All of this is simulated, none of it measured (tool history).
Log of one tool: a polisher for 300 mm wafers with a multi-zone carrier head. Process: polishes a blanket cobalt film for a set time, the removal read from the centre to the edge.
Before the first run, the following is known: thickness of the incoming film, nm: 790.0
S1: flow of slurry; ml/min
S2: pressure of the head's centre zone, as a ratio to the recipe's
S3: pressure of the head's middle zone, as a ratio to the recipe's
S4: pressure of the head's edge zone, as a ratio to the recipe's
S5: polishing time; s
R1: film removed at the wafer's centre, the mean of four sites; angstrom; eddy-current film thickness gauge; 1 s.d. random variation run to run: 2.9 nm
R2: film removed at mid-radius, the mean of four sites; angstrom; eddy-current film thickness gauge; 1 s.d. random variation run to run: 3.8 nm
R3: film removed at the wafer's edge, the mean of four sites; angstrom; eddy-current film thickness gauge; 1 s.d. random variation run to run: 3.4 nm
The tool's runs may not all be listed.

Run 1, hour 0.0: S1 240 ml/min, S2 1.00, S3 1.00, S4 1.00, S5 40 s. Result: R1 2230.0 angstrom, R2 2285.4 angstrom, R3 2306.0 angstrom.
Run 2, hour 1.0: S1 240 ml/min, S2 1.00, S3 1.00, S4 0.94, S5 40 s. Result: R1 2286.3 angstrom, R2 2253.4 angstrom, R3 2237.3 angstrom.
Run 3, hour 6.5: S1 240 ml/min, S2 1.00, S3 1.00, S4 0.94, S5 30 s. Result: R1 1703.7 angstrom, R2 1712.3 angstrom, R3 1675.2 angstrom.
Run 4, hour 9.2: S1 245 ml/min, S2 1.02, S3 1.03, S4 1.00, S5 36 s. Result: R1 2115.1 angstrom, R2 2089.3 angstrom, R3 2078.4 angstrom.
Run 5, hour 10.5: S1 245 ml/min, S2 1.02, S3 1.06, S4 1.04, S5 39 s. Result: R1 2286.3 angstrom, R2 2344.7 angstrom, R3 2257.7 angstrom.
Run 6, hour 11.1: S1 245 ml/min, S2 1.06, S3 1.06, S4 1.04, S5 39 s. Result: R1 2372.3 angstrom, R2 2403.4 angstrom, R3 2300.7 angstrom.
Run 7, hour 17.1: S1 240 ml/min, S2 1.05, S3 1.06, S4 1.08, S5 42 s. Result: R1 2531.3 angstrom, R2 2482.4 angstrom, R3 2464.6 angstrom.

The next listed run, before its measurement:
Run 8, hour 25.4: S1 260 ml/min, S2 1.02, S3 1.07, S4 1.10, S5 44 s. Result: R1 ?, R2 ?, R3 ?.

{"run 8": {"R1": 2621.1, "R2": 2684.4, "R3": 2626.8}}

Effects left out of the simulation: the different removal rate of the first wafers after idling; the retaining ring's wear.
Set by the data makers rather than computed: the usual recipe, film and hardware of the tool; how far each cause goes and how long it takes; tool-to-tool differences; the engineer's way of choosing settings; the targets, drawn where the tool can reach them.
